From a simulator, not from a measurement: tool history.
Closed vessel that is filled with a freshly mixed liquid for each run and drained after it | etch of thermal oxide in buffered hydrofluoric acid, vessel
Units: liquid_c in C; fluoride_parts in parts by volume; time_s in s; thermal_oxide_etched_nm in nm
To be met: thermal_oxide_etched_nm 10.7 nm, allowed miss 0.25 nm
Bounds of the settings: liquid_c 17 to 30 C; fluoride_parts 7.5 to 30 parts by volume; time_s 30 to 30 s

run,hour,liquid_c,fluoride_parts,time_s,thermal_oxide_etched_nm
1,0,22,22,30,13.697
2,1.3,22,18,30,16.195
3,6.3,21.5,18.5,30,15.355
4,14.3,21,19,30,14.526
5,22.9,23.5,19,30,16.488
6,26.5,23,19.5,30,15.603
7,28.4,22.5,20,30,14.902
8,35.1,18.5,21,30,11.552

Which of these 5 next moves meets every target?
A,41.8,18,22.5,30,?
B,41.8,19.5,27.5,30,?
C,41.8,18,21,30,?
D,41.8,21.5,24,30,?
E,41.8,20.5,22.5,30,?

move,thermal_oxide_etched_nm
A,10.782
B,10.218
C,11.309
D,12.559
E,12.418
A: meets every target
B: takes the result that was furthest off past its target
C: nearer than the last run, and not there yet
D: further off than the last run
E: further off than the last run
Answer: A
